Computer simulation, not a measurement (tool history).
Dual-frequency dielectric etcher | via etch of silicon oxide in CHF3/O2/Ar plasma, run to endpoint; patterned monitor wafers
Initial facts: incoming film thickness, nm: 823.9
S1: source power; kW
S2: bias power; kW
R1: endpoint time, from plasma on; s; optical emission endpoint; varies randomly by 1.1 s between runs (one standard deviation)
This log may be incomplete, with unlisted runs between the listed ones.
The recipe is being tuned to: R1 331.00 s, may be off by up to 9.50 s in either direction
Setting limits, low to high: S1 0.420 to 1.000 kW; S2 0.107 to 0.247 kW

Run 1, day 0.000: S1 0.710 kW, S2 0.177 kW. Result: R1 402.72 s.
Run 2, day 0.208: S1 0.590 kW, S2 0.177 kW. Result: R1 437.72 s.
Run 3, day 0.258: S1 0.590 kW, S2 0.193 kW. Result: R1 421.96 s.
Run 4, day 0.558: S1 0.590 kW, S2 0.174 kW. Result: R1 440.08 s.
Run 5, day 0.904: S1 0.590 kW, S2 0.199 kW. Result: R1 421.84 s.
Run 6, day 1.212: S1 0.590 kW, S2 0.172 kW. Result: R1 442.59 s.
Run 7, day 1.367: S1 0.710 kW, S2 0.182 kW. Result: R1 399.01 s.
Run 8, day 1.392: S1 0.790 kW, S2 0.188 kW. Result: R1 377.90 s.
Run 9, day 1.717: S1 0.850 kW, S2 0.193 kW. Result: R1 363.04 s.
Run 10, day 1.750: S1 0.890 kW, S2 0.197 kW. Result: R1 354.81 s.
Run 11, day 1.938: S1 0.920 kW, S2 0.201 kW. Result: R1 348.33 s.

Exactly one of the 5 candidate moves below puts every result within its allowed miss. Which one?
Run A, day 2.125: S1 0.880 kW, S2 0.178 kW. Result: R1 ?.
Run B, day 2.125: S1 0.880 kW, S2 0.193 kW. Result: R1 ?.
Run C, day 2.125: S1 0.860 kW, S2 0.174 kW. Result: R1 ?.
Run D, day 2.125: S1 1.000 kW, S2 0.205 kW. Result: R1 ?.
Run E, day 2.125: S1 0.800 kW, S2 0.236 kW. Result: R1 ?.

move      R1
   A  367.45
   B  357.70
   C  373.83
   D  332.27
   E  347.55
A: further off than the last run
B: further off than the last run
C: further off than the last run
D: all results land within tolerance of their targets
E: as far off as the last run
D meets every target.
